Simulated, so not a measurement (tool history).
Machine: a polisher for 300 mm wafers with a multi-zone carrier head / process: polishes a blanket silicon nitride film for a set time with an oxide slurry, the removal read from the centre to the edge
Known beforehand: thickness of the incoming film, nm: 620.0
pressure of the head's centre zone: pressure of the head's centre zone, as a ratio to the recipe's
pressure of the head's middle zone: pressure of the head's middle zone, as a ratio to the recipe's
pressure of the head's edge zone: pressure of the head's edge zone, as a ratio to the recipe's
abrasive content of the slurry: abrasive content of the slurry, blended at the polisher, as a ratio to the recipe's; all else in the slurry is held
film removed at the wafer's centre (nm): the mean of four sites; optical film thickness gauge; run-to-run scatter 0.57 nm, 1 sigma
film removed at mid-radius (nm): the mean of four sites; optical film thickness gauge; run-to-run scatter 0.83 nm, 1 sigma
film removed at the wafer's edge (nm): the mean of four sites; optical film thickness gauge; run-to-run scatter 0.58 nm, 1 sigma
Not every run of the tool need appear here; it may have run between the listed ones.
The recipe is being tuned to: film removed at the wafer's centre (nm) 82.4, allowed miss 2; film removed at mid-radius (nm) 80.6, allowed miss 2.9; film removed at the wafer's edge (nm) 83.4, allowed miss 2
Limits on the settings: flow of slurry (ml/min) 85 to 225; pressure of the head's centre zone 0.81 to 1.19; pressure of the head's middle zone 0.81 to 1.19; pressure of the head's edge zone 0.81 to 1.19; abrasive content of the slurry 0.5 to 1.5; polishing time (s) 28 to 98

run    day  flow of slurry (ml/min)  pressure of the head's centre zone  pressure of the head's middle zone  pressure of the head's edge zone  abrasive content of the slurry  polishing time (s)  film removed at the wafer's centre (nm)  film removed at mid-radius (nm)  film removed at the wafer's edge (nm)
  1      0                      145                                   1                                   1                                 1                               1                  63                                   48.446                           47.186                                 46.412
  2  0.208                      150                                   1                                   1                              1.03                             1.1                  66                                   53.675                           52.902                                 52.051
  3  0.533                      150                                   1                                   1                              1.06                             1.1                  66                                   53.185                           52.313                                 52.377
  4  0.554                      155                                   1                                   1                              1.08                            1.15                  68                                   56.636                           55.225                                 56.543
  5  0.733                      155                                1.06                                   1                              1.08                            1.15                  68                                   59.835                           55.098                                 56.162
  6  0.912                      160                                1.05                                1.01                               1.1                             1.2                  70                                   63.734                           57.833                                 59.971
  7  0.983                      160                                0.96                                1.11                              1.18                            1.45                  83                                    73.78                           77.517                                  78.66
  8  1.283                      170                                0.97                                 1.1                              1.18                            1.45                  83                                   74.831                           80.682                                   79.8
  9    1.5                      185                                1.06                                   1                              1.19                             1.5                  83                                   84.923                            77.67                                  82.63
 10  1.696                      185                                1.05                                1.01                              1.19                             1.5                  83                                   83.492                            76.92                                 81.994

Below are 5 possible settings for the next run. Only one of them brings all results inside the allowed miss of their targets. Which is it?
  A  1.892                      180                                1.03                                1.07                              1.19                            1.35                  88                                        ?                                ?                                      ?
  B  1.892                      190                                 1.1                                0.98                              1.18                             1.5                  81                                        ?                                ?                                      ?
  C  1.892                      180                                   1                                0.85                              1.19                             1.5                  87                                        ?                                ?                                      ?
  D  1.892                      225                                1.02                                0.95                              1.11                             1.5                  81                                        ?                                ?                                      ?
  E  1.892                      190                                1.09                                0.94                              1.19                             1.5                  78                                        ?                                ?                                      ?

move  film removed at the wafer's centre (nm)  film removed at mid-radius (nm)  film removed at the wafer's edge (nm)
   A                                    83.37                           80.574                                 82.591
   B                                   86.073                           73.333                                 79.309
   C                                   83.093                           71.263                                 85.105
   D                                   81.979                           73.677                                  78.38
   E                                   82.108                           68.715                                 76.731
A: in spec on every target
B: moves away from the targets compared with the last run
C: moves away from the targets compared with the last run
D: moves away from the targets compared with the last run
E: moves away from the targets compared with the last run
A is the move that brings every result within its allowed miss.
